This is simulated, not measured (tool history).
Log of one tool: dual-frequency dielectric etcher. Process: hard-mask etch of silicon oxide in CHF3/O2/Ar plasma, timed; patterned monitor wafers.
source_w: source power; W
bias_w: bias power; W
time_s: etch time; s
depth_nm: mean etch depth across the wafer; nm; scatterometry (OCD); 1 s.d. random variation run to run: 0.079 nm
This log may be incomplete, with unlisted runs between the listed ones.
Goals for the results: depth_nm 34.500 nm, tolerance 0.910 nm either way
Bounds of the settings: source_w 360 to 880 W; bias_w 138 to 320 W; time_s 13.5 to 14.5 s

run    day  source_w  bias_w  time_s  depth_nm
  1  0.000       620     229    14.5    30.828
  2  0.262       640     231    14.5    31.341
  3  0.500       640     246    14.5    32.013
  4  0.829       650     248    14.5    32.246
  5  0.933       650     286    14.5    33.564
  6  1.271       650     286    13.5    31.072
  7  1.558       650     286    13.5    31.199
  8  1.742       670     288    13.5    31.823
  9  2.083       680     290    13.5    31.931
 10  2.321       680     290    13.5    31.927
 11  2.679       690     292    13.5    32.276
 12  2.833       700     294    13.5    32.423
 13  3.029       710     296    13.5    32.746
 14  3.362       720     297    13.5    32.987

Exercise: of the 4 proposed moves below, exactly one satisfies all targets within the stated allowed misses. Which move is it?
  A  3.696       670     289    13.5         ?
  B  3.696       740     295    14.0         ?
  C  3.696       680     283    13.5         ?
  D  3.696       670     272    13.5         ?

move  depth_nm
   A    31.859
   B    34.715
   C    31.874
   D    31.307
A: lands further from the targets than the last run did
B: hits every target within its allowed miss
C: lands further from the targets than the last run did
D: lands further from the targets than the last run did
Answer: B
